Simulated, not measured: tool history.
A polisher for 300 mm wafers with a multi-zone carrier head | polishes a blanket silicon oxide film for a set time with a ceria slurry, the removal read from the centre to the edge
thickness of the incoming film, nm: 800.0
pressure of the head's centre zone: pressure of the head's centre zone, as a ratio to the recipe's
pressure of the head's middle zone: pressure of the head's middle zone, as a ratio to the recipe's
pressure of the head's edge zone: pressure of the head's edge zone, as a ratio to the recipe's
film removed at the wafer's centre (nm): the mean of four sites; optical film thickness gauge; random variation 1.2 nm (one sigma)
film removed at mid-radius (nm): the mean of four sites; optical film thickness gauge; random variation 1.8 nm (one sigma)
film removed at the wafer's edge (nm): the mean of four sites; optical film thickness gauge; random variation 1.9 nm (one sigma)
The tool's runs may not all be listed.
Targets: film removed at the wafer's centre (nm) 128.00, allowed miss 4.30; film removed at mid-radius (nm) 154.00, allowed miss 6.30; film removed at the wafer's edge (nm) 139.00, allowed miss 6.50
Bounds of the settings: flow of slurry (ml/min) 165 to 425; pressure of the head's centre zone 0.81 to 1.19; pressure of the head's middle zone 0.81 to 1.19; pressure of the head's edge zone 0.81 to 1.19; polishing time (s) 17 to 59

run,hour,flow of slurry (ml/min),pressure of the head's centre zone,pressure of the head's middle zone,pressure of the head's edge zone,polishing time (s),film removed at the wafer's centre (nm),film removed at mid-radius (nm),film removed at the wafer's edge (nm)
1,0.0,275,1.00,1.00,1.00,38,183.49,182.75,183.87
2,8.5,275,1.00,1.00,1.04,38,184.58,184.41,190.11
3,12.7,275,1.00,1.08,1.04,38,179.87,190.90,187.76
4,17.8,215,1.00,1.08,1.04,38,177.99,188.97,187.01
5,25.4,220,0.97,1.08,1.00,35,161.36,174.89,171.87
6,29.3,220,1.00,1.08,1.00,35,163.77,175.01,170.42
7,32.6,225,0.98,1.10,0.97,33,153.22,166.44,156.46
8,37.0,225,0.94,1.11,0.95,32,141.66,158.34,152.60
9,39.7,225,0.93,1.14,0.92,32,141.60,166.43,146.08
10,47.2,225,0.91,1.13,0.91,32,138.92,166.38,150.44

Which of these 5 next moves meets every target?
A,54.7,215,0.85,1.16,0.93,30,?,?,?
B,54.7,215,1.00,0.93,1.03,34,?,?,?
C,54.7,180,1.00,0.85,0.91,35,?,?,?
D,54.7,220,0.87,1.09,1.07,31,?,?,?
E,54.7,185,0.94,1.19,0.97,30,?,?,?

move,film removed at the wafer's centre (nm),film removed at mid-radius (nm),film removed at the wafer's edge (nm)
A,119.36,154.42,139.19
B,159.18,152.63,166.01
C,159.70,145.86,158.56
D,126.61,153.77,154.32
E,129.37,153.96,139.96
A: takes the result that was furthest off past its target
B: further off than the last run
C: further off than the last run
D: brings the result that was furthest off to its target, and leaves another outside
E: meets every target
Move E is the one to make.

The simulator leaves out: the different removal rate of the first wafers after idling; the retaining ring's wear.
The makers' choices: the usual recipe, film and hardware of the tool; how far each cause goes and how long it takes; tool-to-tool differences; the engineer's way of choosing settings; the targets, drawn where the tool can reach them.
